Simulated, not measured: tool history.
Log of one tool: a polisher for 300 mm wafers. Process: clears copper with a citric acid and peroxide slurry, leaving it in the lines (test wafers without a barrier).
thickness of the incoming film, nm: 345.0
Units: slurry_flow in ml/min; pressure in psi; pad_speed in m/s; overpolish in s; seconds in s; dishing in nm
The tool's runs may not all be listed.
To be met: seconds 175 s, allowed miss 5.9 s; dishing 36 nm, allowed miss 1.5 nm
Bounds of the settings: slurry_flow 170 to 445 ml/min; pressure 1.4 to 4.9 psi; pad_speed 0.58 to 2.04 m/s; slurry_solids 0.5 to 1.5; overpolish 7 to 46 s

run	hour	slurry_flow	pressure	pad_speed	slurry_solids	overpolish	seconds	dishing
1	0	285	3.1	1.3	1	24	152.25	33.548
2	7.6	285	3.1	1.3	1	14	155.83	22.747
3	14.3	285	3.1	1.3	1	24	154.92	33.986
4	20.1	285	3	1.3	1	25	157.94	33.736
5	21.5	255	3	1.3	1	25	160.2	33.886
6	23.9	255	2.9	1.3	1	26	166.02	33.871
7	27.7	250	2.9	1.3	1	27	167.47	34.46
8	35.8	245	2.9	1.3	1	27	168.35	33.605
9	41.3	245	2.9	1.3	1	28	165.96	35.385
10	43.8	240	2.9	1.3	1	28	168.34	35.151
11	48.1	235	2.9	1.3	1	28	166.94	35.383
12	51.9	235	2.9	1.3	1	28	167.34	35.095
# hour 55: slurry nozzle cleaned
13	55	230	2.8	1.3	1	29	166.67	35.57

4 next moves are on the table. One of them brings every result within its allowed miss. Which?
A	58.1	290	2.3	1.26	1.35	29	?	?
B	58.1	245	2.9	1.2	0.95	30	?	?
C	58.1	210	2.6	1.46	0.9	36	?	?
D	58.1	210	3.1	1.14	0.95	35	?	?

move	seconds	dishing
A	191.17	33.012
B	174.89	36.228
C	165.84	41.014
D	175.99	39.718
A: takes the result that was furthest off past its target
B: meets every target
C: further off than the last run
D: brings the result that was furthest off to its target, and leaves another outside
Move B is the one to make.

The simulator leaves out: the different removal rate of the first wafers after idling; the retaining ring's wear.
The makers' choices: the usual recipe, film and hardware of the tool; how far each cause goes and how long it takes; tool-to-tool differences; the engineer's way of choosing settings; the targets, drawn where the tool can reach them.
